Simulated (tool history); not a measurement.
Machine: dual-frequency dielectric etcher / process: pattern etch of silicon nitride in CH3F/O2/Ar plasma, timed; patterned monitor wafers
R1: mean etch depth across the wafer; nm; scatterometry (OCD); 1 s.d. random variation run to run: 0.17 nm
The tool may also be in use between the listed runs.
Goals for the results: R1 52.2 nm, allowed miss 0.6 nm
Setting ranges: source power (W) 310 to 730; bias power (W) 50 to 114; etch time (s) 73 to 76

{"run": 1, "hour": 0.0, "source power (W)": 520, "bias power (W)": 82, "etch time (s)": 73, "R1": 60.229}
{"run": 2, "hour": 1.8, "source power (W)": 470, "bias power (W)": 81, "etch time (s)": 73, "R1": 58.14}
{"run": 3, "hour": 10.1, "source power (W)": 470, "bias power (W)": 86, "etch time (s)": 73, "R1": 60.23}
{"run": 4, "hour": 12.5, "source power (W)": 470, "bias power (W)": 78, "etch time (s)": 73, "R1": 56.709}
{"run": 5, "hour": 18.1, "source power (W)": 440, "bias power (W)": 78, "etch time (s)": 73, "R1": 56.166}
{"run": 6, "hour": 19.2, "source power (W)": 440, "bias power (W)": 86, "etch time (s)": 73, "R1": 58.988}
{"run": 7, "hour": 25.5, "source power (W)": 410, "bias power (W)": 84, "etch time (s)": 73, "R1": 57.341}
{"run": 8, "hour": 29.3, "source power (W)": 390, "bias power (W)": 82, "etch time (s)": 73, "R1": 55.904}
{"run": 9, "hour": 37.1, "source power (W)": 370, "bias power (W)": 81, "etch time (s)": 73, "R1": 54.483}
{"run": 10, "hour": 45.6, "source power (W)": 360, "bias power (W)": 81, "etch time (s)": 73, "R1": 54.443}
{"run": 11, "hour": 47.6, "source power (W)": 350, "bias power (W)": 80, "etch time (s)": 73, "R1": 53.807}
{"run": 12, "hour": 52.2, "source power (W)": 340, "bias power (W)": 80, "etch time (s)": 73, "R1": 53.375}
{"run": 13, "hour": 54.8, "source power (W)": 330, "bias power (W)": 80, "etch time (s)": 73, "R1": 52.946}

Exercise: of the 4 proposed moves below, exactly one satisfies all targets within the stated allowed misses. Which move is it?
{"run": "A", "hour": 57.4, "source power (W)": 310, "bias power (W)": 76, "etch time (s)": 75, "R1": "?"}
{"run": "B", "hour": 57.4, "source power (W)": 410, "bias power (W)": 66, "etch time (s)": 74, "R1": "?"}
{"run": "C", "hour": 57.4, "source power (W)": 350, "bias power (W)": 69, "etch time (s)": 74.5, "R1": "?"}
{"run": "D", "hour": 57.4, "source power (W)": 310, "bias power (W)": 82, "etch time (s)": 74.5, "R1": "?"}

move=A R1=51.855
move=B R1=50.439
move=C R1=50.117
move=D R1=53.759
A: hits every target within its allowed miss
B: takes the result that was furthest off past its target
C: takes the result that was furthest off past its target
D: moves away from the targets compared with the last run
A meets every target.

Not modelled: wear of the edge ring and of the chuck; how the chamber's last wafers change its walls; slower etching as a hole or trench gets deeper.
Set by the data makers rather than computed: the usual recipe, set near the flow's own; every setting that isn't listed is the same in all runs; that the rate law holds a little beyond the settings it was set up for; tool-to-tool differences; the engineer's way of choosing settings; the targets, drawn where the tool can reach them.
